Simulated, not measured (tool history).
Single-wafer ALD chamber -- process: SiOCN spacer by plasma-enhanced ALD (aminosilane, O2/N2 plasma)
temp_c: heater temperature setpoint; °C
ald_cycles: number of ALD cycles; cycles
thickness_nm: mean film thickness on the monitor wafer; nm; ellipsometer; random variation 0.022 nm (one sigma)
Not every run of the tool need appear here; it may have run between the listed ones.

{"run": 1, "hour": 0.0, "temp_c": 395, "ald_cycles": 89, "thickness_nm": 5.6318}
{"run": 2, "hour": 1.5, "temp_c": 395, "ald_cycles": 80, "thickness_nm": 5.0926}
{"run": 3, "hour": 6.6, "temp_c": 395, "ald_cycles": 84, "thickness_nm": 5.3626}
{"run": 4, "hour": 14.8, "temp_c": 395, "ald_cycles": 74, "thickness_nm": 4.6948}
{"run": 5, "hour": 17.1, "temp_c": 395, "ald_cycles": 79, "thickness_nm": 5.0253}
{"run": 6, "hour": 20.9, "temp_c": 395, "ald_cycles": 83, "thickness_nm": 5.2997}
{"run": 7, "hour": 26.0, "temp_c": 395, "ald_cycles": 85, "thickness_nm": 5.415}
{"run": 8, "hour": 27.0, "temp_c": 395, "ald_cycles": 87, "thickness_nm": 5.57}
{"run": 9, "hour": 31.9, "temp_c": 395, "ald_cycles": 88, "thickness_nm": 5.6223}

The next listed run, before its measurement:
{"run": 10, "hour": 34.1, "temp_c": 395, "ald_cycles": 89, "thickness_nm": "?"}

{"run 10": {"thickness_nm": 5.6165}}
